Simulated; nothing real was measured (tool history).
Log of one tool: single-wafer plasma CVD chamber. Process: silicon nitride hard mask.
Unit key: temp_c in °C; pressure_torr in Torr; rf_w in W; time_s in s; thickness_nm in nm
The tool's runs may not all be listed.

run 1 hour=0.0 | temp_c=415 pressure_torr=1.95 rf_w=400 time_s=53.8 | thickness_nm=83.250
run 2 hour=5.2 | temp_c=415 pressure_torr=1.95 rf_w=420 time_s=53.8 | thickness_nm=85.820
run 3 hour=8.1 | temp_c=415 pressure_torr=2.00 rf_w=425 time_s=53.8 | thickness_nm=87.262
run 4 hour=16.2 | temp_c=415 pressure_torr=2.00 rf_w=375 time_s=53.8 | thickness_nm=80.343
run 5 hour=24.8 | temp_c=415 pressure_torr=2.04 rf_w=385 time_s=53.9 | thickness_nm=81.895
run 6 hour=32.6 | temp_c=415 pressure_torr=2.07 rf_w=395 time_s=54.0 | thickness_nm=84.533
run 7 hour=34.8 | temp_c=415 pressure_torr=2.12 rf_w=400 time_s=54.0 | thickness_nm=85.476
run 8 hour=38.2 | temp_c=415 pressure_torr=2.16 rf_w=405 time_s=54.1 | thickness_nm=86.668

Expected results for the next run?
run 9 hour=46.3 | temp_c=415 pressure_torr=2.19 rf_w=410 time_s=54.2 | thickness_nm=?

{"run 9": {"thickness_nm": 87.473}}

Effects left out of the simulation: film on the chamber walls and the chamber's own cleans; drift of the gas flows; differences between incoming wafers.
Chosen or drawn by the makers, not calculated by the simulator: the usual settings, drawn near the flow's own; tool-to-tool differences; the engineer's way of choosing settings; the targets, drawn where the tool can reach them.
